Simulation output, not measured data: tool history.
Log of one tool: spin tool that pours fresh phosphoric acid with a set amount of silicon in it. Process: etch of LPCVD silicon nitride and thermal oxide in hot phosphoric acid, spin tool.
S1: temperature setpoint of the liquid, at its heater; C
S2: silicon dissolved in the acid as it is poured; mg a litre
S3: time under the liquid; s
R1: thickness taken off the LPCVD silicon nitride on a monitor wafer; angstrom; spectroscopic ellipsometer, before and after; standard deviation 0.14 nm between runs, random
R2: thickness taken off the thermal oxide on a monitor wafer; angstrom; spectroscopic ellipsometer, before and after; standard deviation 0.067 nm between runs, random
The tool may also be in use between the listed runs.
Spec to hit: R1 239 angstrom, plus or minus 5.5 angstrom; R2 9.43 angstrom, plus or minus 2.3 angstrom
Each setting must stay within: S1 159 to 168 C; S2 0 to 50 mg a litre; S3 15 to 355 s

{"run": 1, "hour": 0.0, "S1": 164, "S2": 23, "S3": 180, "R1": 157.18, "R2": 3.1673}
{"run": 2, "hour": 5.4, "S1": 164, "S2": 23, "S3": 125, "R1": 109.19, "R2": 2.0995}
{"run": 3, "hour": 10.1, "S1": 164.5, "S2": 19.5, "S3": 150, "R1": 132.3, "R2": 2.9196}
{"run": 4, "hour": 15.7, "S1": 165, "S2": 16.5, "S3": 165, "R1": 149.71, "R2": 3.5332}
{"run": 5, "hour": 20.6, "S1": 164, "S2": 16.5, "S3": 165, "R1": 144.76, "R2": 3.7143}
{"run": 6, "hour": 25.0, "S1": 164.5, "S2": 13.5, "S3": 175, "R1": 158.01, "R2": 4.4052}
{"run": 7, "hour": 30.7, "S1": 167, "S2": 2, "S3": 235, "R1": 226.3, "R2": 8.5956}
{"hour": 31.9, "done": "heated supply line repaired"}
{"run": 8, "hour": 31.9, "S1": 167, "S2": 1.5, "S3": 235, "R1": 245.4, "R2": 11.13}

Which single option among these 5 for the next run brings every result within its allowed miss of target? Just one does.
{"run": "A", "hour": 33.1, "S1": 167.5, "S2": 3.5, "S3": 240, "R1": "?", "R2": "?"}
{"run": "B", "hour": 33.1, "S1": 168, "S2": 30, "S3": 235, "R1": "?", "R2": "?"}
{"run": "C", "hour": 33.1, "S1": 168, "S2": 5, "S3": 220, "R1": "?", "R2": "?"}
{"run": "D", "hour": 33.1, "S1": 168, "S2": 28.5, "S3": 220, "R1": "?", "R2": "?"}
{"run": "E", "hour": 33.1, "S1": 166.5, "S2": 26.5, "S3": 245, "R1": "?", "R2": "?"}

move=A R1=256.6 R2=11.272
move=B R1=255.36 R2=5.5528
move=C R1=239.06 R2=10.397
move=D R1=239.06 R2=5.5102
move=E R1=253.56 R2=5.9268
A: its largest miss is bigger than the last run's
B: its largest miss is bigger than the last run's
C: every result within its allowed miss
D: corrects the largest miss of the last run, while another result sits out of spec
E: its largest miss is bigger than the last run's
Correct choice: C, which meets every target
